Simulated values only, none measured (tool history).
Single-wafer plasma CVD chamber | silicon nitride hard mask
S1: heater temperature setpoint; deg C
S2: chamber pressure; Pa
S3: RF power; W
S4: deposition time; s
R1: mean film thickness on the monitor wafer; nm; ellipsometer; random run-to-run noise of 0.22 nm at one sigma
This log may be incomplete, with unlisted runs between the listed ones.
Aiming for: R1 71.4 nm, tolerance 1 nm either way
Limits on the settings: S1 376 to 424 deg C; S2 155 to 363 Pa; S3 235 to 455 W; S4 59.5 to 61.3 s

Run 1, hour 0: S1 400 deg C, S2 259 Pa, S3 345 W, S4 59.5 s. Result: R1 80.685 nm.
Run 2, hour 4.6: S1 400 deg C, S2 221 Pa, S3 345 W, S4 59.5 s. Result: R1 78.503 nm.
Run 3, hour 13.2: S1 400 deg C, S2 237 Pa, S3 345 W, S4 59.5 s. Result: R1 79.458 nm.
Run 4, hour 18.5: S1 400 deg C, S2 217 Pa, S3 345 W, S4 59.5 s. Result: R1 78.044 nm.
Run 5, hour 22: S1 400 deg C, S2 244 Pa, S3 345 W, S4 59.5 s. Result: R1 80.456 nm.
Run 6, hour 27.8: S1 400 deg C, S2 228 Pa, S3 340 W, S4 59.5 s. Result: R1 78.268 nm.
Run 7, hour 33: S1 400 deg C, S2 216 Pa, S3 335 W, S4 59.5 s. Result: R1 76.629 nm.
Run 8, hour 38: S1 400 deg C, S2 205 Pa, S3 330 W, S4 59.5 s. Result: R1 74.471 nm.
Run 9, hour 43.4: S1 400 deg C, S2 199 Pa, S3 330 W, S4 59.5 s. Result: R1 74.394 nm.
Run 10, hour 49.2: S1 400 deg C, S2 192 Pa, S3 330 W, S4 59.5 s. Result: R1 73.793 nm.
Run 11, hour 50.2: S1 400 deg C, S2 187 Pa, S3 330 W, S4 59.5 s. Result: R1 73.134 nm.

Which single option among these 5 for the next run brings every result within its allowed miss of target? Just one does.
Run A, hour 51.2: S1 396 deg C, S2 176 Pa, S3 315 W, S4 59.5 s. Result: R1 ?.
Run B, hour 51.2: S1 398 deg C, S2 192 Pa, S3 330 W, S4 59.5 s. Result: R1 ?.
Run C, hour 51.2: S1 403 deg C, S2 165 Pa, S3 325 W, S4 60.3 s. Result: R1 ?.
Run D, hour 51.2: S1 404 deg C, S2 208 Pa, S3 325 W, S4 61.3 s. Result: R1 ?.
Run E, hour 51.2: S1 400 deg C, S2 172 Pa, S3 340 W, S4 61 s. Result: R1 ?.

move      R1
   A  69.406
   B  73.621
   C  71.369
   D  75.782
   E  75.841
A: pushes the last run's worst result past its target
B: misses by more than the last run did
C: meets every target
D: misses by more than the last run did
E: misses by more than the last run did
The move that meets every target is C.
